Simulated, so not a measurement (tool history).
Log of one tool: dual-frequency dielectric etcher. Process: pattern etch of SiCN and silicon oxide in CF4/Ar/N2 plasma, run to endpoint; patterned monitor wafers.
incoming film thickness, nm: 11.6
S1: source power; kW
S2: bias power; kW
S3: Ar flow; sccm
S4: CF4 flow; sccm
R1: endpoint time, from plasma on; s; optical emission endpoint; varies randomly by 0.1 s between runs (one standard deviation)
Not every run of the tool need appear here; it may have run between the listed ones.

{"run": 1, "day": 0.0, "S1": 0.4, "S2": 0.079, "S3": 130, "S4": 53, "R1": 14.884}
{"run": 2, "day": 0.092, "S1": 0.4, "S2": 0.079, "S3": 120, "S4": 53, "R1": 14.629}
{"run": 3, "day": 0.338, "S1": 0.37, "S2": 0.079, "S3": 120, "S4": 53, "R1": 15.52}
{"run": 4, "day": 0.458, "S1": 0.42, "S2": 0.079, "S3": 120, "S4": 53, "R1": 14.011}
{"day": 0.662, "done": "Ar flow controller replaced"}
{"run": 5, "day": 0.662, "S1": 0.42, "S2": 0.071, "S3": 120, "S4": 53, "R1": 14.599}
{"run": 6, "day": 1.021, "S1": 0.42, "S2": 0.083, "S3": 120, "S4": 53, "R1": 13.957}
{"run": 7, "day": 1.338, "S1": 0.38, "S2": 0.081, "S3": 121, "S4": 53, "R1": 15.39}
{"run": 8, "day": 1.554, "S1": 0.35, "S2": 0.081, "S3": 121, "S4": 53, "R1": 16.629}
{"run": 9, "day": 1.746, "S1": 0.33, "S2": 0.081, "S3": 121, "S4": 53, "R1": 17.494}

Run 10 has not been measured yet. What should we expect?
{"run": 10, "day": 1.908, "S1": 0.32, "S2": 0.081, "S3": 121, "S4": 53, "R1": "?"}

R1: 17.765 s

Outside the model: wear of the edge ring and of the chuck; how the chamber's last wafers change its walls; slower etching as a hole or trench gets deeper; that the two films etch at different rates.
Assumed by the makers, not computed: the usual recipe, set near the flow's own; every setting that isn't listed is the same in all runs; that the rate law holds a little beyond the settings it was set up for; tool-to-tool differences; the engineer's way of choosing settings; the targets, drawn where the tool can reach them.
